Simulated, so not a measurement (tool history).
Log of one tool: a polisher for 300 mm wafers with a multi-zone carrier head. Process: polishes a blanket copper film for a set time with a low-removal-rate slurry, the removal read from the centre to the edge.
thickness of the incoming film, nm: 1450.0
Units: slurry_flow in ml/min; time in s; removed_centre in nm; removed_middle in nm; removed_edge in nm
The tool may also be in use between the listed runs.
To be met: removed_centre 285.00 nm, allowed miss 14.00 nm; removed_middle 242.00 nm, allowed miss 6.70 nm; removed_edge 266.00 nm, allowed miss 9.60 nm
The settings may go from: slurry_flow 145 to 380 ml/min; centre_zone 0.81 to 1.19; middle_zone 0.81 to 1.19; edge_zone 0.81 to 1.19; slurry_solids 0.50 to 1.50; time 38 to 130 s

{"run": 1, "day": 0.0, "slurry_flow": 245, "centre_zone": 1.0, "middle_zone": 1.0, "edge_zone": 1.0, "slurry_solids": 1.0, "time": 84, "removed_centre": 205.73, "removed_middle": 202.41, "removed_edge": 199.15}
{"run": 2, "day": 0.067, "slurry_flow": 245, "centre_zone": 1.0, "middle_zone": 1.0, "edge_zone": 1.06, "slurry_solids": 1.0, "time": 84, "removed_centre": 208.45, "removed_middle": 204.97, "removed_edge": 205.76}
{"run": 3, "day": 0.246, "slurry_flow": 245, "centre_zone": 1.01, "middle_zone": 0.99, "edge_zone": 1.07, "slurry_solids": 1.05, "time": 85, "removed_centre": 208.84, "removed_middle": 202.42, "removed_edge": 209.9}
{"run": 4, "day": 0.562, "slurry_flow": 245, "centre_zone": 1.01, "middle_zone": 0.99, "edge_zone": 1.07, "slurry_solids": 1.05, "time": 97, "removed_centre": 251.72, "removed_middle": 232.76, "removed_edge": 243.24}
{"run": 5, "day": 0.821, "slurry_flow": 250, "centre_zone": 1.02, "middle_zone": 0.99, "edge_zone": 1.08, "slurry_solids": 1.05, "time": 97, "removed_centre": 245.99, "removed_middle": 234.28, "removed_edge": 243.28}
{"run": 6, "day": 1.042, "slurry_flow": 250, "centre_zone": 1.03, "middle_zone": 0.99, "edge_zone": 1.08, "slurry_solids": 1.1, "time": 97, "removed_centre": 247.98, "removed_middle": 231.42, "removed_edge": 243.5}
{"run": 7, "day": 1.296, "slurry_flow": 250, "centre_zone": 1.04, "middle_zone": 0.99, "edge_zone": 1.09, "slurry_solids": 1.1, "time": 98, "removed_centre": 251.01, "removed_middle": 235.14, "removed_edge": 244.52}
{"run": 8, "day": 1.412, "slurry_flow": 250, "centre_zone": 1.05, "middle_zone": 0.98, "edge_zone": 1.09, "slurry_solids": 1.1, "time": 99, "removed_centre": 262.75, "removed_middle": 236.0, "removed_edge": 254.62}
{"run": 9, "day": 1.75, "slurry_flow": 250, "centre_zone": 1.06, "middle_zone": 0.98, "edge_zone": 1.09, "slurry_solids": 1.1, "time": 99, "removed_centre": 259.2, "removed_middle": 235.48, "removed_edge": 249.76}
{"run": 10, "day": 1.896, "slurry_flow": 250, "centre_zone": 1.07, "middle_zone": 0.98, "edge_zone": 1.09, "slurry_solids": 1.1, "time": 99, "removed_centre": 269.01, "removed_middle": 239.01, "removed_edge": 250.43}

5 next moves are on the table. One of them brings every result within its allowed miss. Which?
{"run": "A", "day": 2.042, "slurry_flow": 315, "centre_zone": 1.09, "middle_zone": 0.95, "edge_zone": 1.14, "slurry_solids": 1.25, "time": 99, "removed_centre": "?", "removed_middle": "?", "removed_edge": "?"}
{"run": "B", "day": 2.042, "slurry_flow": 225, "centre_zone": 1.13, "middle_zone": 0.93, "edge_zone": 1.18, "slurry_solids": 1.4, "time": 97, "removed_centre": "?", "removed_middle": "?", "removed_edge": "?"}
{"run": "C", "day": 2.042, "slurry_flow": 335, "centre_zone": 0.99, "middle_zone": 0.94, "edge_zone": 1.08, "slurry_solids": 1.05, "time": 99, "removed_centre": "?", "removed_middle": "?", "removed_edge": "?"}
{"run": "D", "day": 2.042, "slurry_flow": 235, "centre_zone": 0.97, "middle_zone": 0.95, "edge_zone": 1.18, "slurry_solids": 1.35, "time": 101, "removed_centre": "?", "removed_middle": "?", "removed_edge": "?"}
{"run": "E", "day": 2.042, "slurry_flow": 240, "centre_zone": 1.07, "middle_zone": 1.08, "edge_zone": 1.09, "slurry_solids": 1.05, "time": 94, "removed_centre": "?", "removed_middle": "?", "removed_edge": "?"}

move=A removed_centre=283.49 removed_middle=239.53 removed_edge=263.82
move=B removed_centre=280.08 removed_middle=225.17 removed_edge=259.67
move=C removed_centre=252.83 removed_middle=233.31 removed_edge=251.77
move=D removed_centre=250.45 removed_middle=239.03 removed_edge=270.08
move=E removed_centre=249.48 removed_middle=240.02 removed_edge=233.13
A: meets every target
B: brings the result that was furthest off to its target, and leaves another outside
C: further off than the last run
D: brings the result that was furthest off to its target, and leaves another outside
E: further off than the last run
Move A is the one to make.
